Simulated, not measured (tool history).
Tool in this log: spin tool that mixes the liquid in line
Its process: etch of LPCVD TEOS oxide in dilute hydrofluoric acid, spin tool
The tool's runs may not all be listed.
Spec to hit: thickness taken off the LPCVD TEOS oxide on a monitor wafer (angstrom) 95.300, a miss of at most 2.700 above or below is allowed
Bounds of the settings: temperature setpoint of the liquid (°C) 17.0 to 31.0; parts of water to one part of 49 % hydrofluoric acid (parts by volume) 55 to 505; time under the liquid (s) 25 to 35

run	hour	temperature setpoint of the liquid (°C)	parts of water to one part of 49 % hydrofluoric acid (parts by volume)	time under the liquid (s)	thickness taken off the LPCVD TEOS oxide on a monitor wafer (angstrom)
1	0.0	23.0	280	35	33.256
2	2.5	21.0	280	35	31.288
3	11.5	23.5	280	35	33.578
4	12.3	23.5	280	35	34.207
5	14.0	23.5	240	35	41.116
6	17.7	23.5	240	25	29.453
7	21.0	25.5	190	30	49.802
8	28.5	27.0	165	30	63.669
9	33.9	28.0	155	30	70.561
10	37.2	28.5	150	30	74.524
11	44.9	29.0	145	30	79.326
12	53.2	29.5	140	30	83.202
13	56.2	30.0	140	30	84.488
14	61.9	30.0	135	30	88.730
15	68.6	30.5	135	30	90.536

Of the 4 settings listed for the next run, only one would bring every result within its allowed miss of target. Which one?
A	75.3	30.5	105	25	?
B	75.3	29.5	150	35	?
C	75.3	30.0	140	35	?
D	75.3	31.0	150	35	?

move	thickness taken off the LPCVD TEOS oxide on a monitor wafer (angstrom)
A	101.190
B	89.948
C	99.429
D	94.918
A: takes the result that was furthest off past its target
B: lands further from the targets than the last run did
C: takes the result that was furthest off past its target
D: hits every target within its allowed miss
D meets every target.
